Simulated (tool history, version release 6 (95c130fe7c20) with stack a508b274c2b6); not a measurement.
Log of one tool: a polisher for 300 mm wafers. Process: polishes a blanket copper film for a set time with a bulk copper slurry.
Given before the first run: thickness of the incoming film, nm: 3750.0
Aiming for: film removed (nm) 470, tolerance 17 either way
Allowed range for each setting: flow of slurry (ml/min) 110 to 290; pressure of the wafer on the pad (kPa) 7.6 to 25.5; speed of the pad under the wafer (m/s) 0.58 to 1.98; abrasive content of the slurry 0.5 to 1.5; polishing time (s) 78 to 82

run	hour	flow of slurry (ml/min)	pressure of the wafer on the pad (kPa)	speed of the pad under the wafer (m/s)	abrasive content of the slurry	polishing time (s)	film removed (nm)
1	0	185	16.5	1.28	1	78	641.76
2	8	185	15.9	1.28	1	78	605.89
3	11.6	185	15.2	1.28	1	78	583.16
4	13.4	185	15.2	1.28	1.15	78	604.49
5	17.1	185	15.2	1.28	1	78	588.92
6	21.1	185	14.5	1.28	1	78	572.58
7	22.9	175	10.3	1.26	1	78	420.15
8	24	180	10.3	1.26	1	78	421.33
9	24.7	190	11	1.26	1	78	454.03
10	31.3	195	11	1.26	1	78	459.29

Of the 4 settings listed for the next run, only one would bring every result within its allowed miss of target. Which one?
A	37.9	180	11	1.16	0.95	82	?
B	37.9	155	10.3	1.42	0.9	82	?
C	37.9	180	10.3	1.28	0.9	82	?
D	37.9	225	8.3	1.56	0.8	82	?

move	film removed (nm)
A	433.93
B	461.25
C	437.69
D	430.96
A: further off than the last run
B: meets every target
C: further off than the last run
D: further off than the last run
B meets every target.
